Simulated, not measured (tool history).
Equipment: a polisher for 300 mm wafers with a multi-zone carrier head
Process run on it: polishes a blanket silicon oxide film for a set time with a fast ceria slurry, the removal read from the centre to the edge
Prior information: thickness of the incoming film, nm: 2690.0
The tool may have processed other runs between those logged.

| run | hour | flow of slurry (ml/min) | pressure of the head's centre zone | pressure of the head's middle zone | pressure of the head's edge zone | polishing time (s) | film removed at the wafer's centre (angstrom) | film removed at mid-radius (angstrom) | film removed at the wafer's edge (angstrom) |
|---|---|---|---|---|---|---|---|---|---|
| 1 | 0 | 125 | 1 | 1 | 1 | 60 | 6724.9 | 6225.2 | 6594.1 |
| 2 | 4.6 | 150 | 1 | 1 | 1 | 60 | 6960.2 | 6599.5 | 6673 |
| 3 | 12.2 | 150 | 1 | 1 | 1 | 47 | 5495.8 | 5149.7 | 5170.3 |
| 4 | 13.8 | 150 | 0.98 | 1.01 | 0.99 | 46 | 5277.1 | 5204 | 5045.6 |
| 5 | 17.4 | 150 | 0.92 | 1.01 | 0.99 | 46 | 4988.5 | 4951.4 | 5180.3 |
| 6 | 23.9 | 150 | 0.86 | 1.01 | 0.99 | 46 | 4697.9 | 5093.8 | 5171.1 |
| 7 | 27.4 | 150 | 0.86 | 1.02 | 0.97 | 45 | 4677.2 | 5039.3 | 4939.6 |
| 8 | 34.6 | 145 | 0.85 | 1.03 | 0.96 | 45 | 4601.8 | 5183.3 | 5009.1 |
| 9 | 36.4 | 145 | 0.85 | 1.03 | 0.95 | 44 | 4543 | 5012.7 | 4690.3 |

Run 10 is up next; what results do you expect?
| 10 | 43.1 | 140 | 0.85 | 1.03 | 0.95 | 44 | ? | ? | ? |

film removed at the wafer's centre (angstrom): 4377.2
film removed at mid-radius (angstrom): 4943.6
film removed at the wafer's edge (angstrom): 4718.2
